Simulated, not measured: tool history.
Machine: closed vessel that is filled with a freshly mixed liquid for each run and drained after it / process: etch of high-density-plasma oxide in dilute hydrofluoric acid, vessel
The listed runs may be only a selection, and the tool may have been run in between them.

run,hour,temperature setpoint of the liquid (°C),parts of water to one part of 49 % hydrofluoric acid (parts by volume),time in the liquid (s),thickness taken off the high-density-plasma oxide on a monitor wafer (Å)
1,0,21,240,110,23.84
2,0.9,23.5,190,110,34.568
3,6.6,27,190,110,39.172
4,9.7,27,190,110,39.113
5,19,27.5,160,110,49.444
6,24.8,28,145,110,56.553
7,30.2,28.5,135,110,62.351
8,38,28.5,130,110,65.155

What will run 9 give?
9,41.1,28.5,125,110,?

{"run 9": {"thickness taken off the high-density-plasma oxide on a monitor wafer (Å)": 68.834}}
